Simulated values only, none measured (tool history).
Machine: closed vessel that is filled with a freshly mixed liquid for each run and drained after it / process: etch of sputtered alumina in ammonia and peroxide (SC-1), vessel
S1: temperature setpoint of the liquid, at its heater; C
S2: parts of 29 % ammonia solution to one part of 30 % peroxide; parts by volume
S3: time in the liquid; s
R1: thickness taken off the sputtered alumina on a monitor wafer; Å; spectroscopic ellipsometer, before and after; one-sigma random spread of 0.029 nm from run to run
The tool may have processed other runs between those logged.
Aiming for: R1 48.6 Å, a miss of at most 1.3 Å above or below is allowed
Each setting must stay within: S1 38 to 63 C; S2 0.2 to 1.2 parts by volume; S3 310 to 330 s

run  hour    S1    S2   S3      R1
  1     0    47  0.85  310  87.213
  2   0.6    47  0.85  310  87.999
  3   1.8    41  0.85  310  62.659
  4   6.3    40  0.65  310  56.963
  5   7.8  39.5   0.6  310  55.711
  6  14.4  39.5   0.6  310  55.363
  7    23    39   0.5  310  52.226
  8  31.6  38.5   0.5  310  51.074

Consider the 5 candidate settings below. Which is the only one whose results all fall within their allowed miss of target?
  A  40.2    39  0.85  310   ?
  B  40.2    39   0.5  310   ?
  C  40.2  38.5   0.6  310   ?
  D  40.2  38.5   0.6  320   ?
  E  40.2  38.5   0.3  310   ?

move      R1
   A  55.243
   B  52.514
   C  51.869
   D  53.542
   E  48.544
A: the biggest miss grows against the last run
B: the biggest miss grows against the last run
C: the biggest miss grows against the last run
D: the biggest miss grows against the last run
E: all results in spec
The move that meets every target is E.
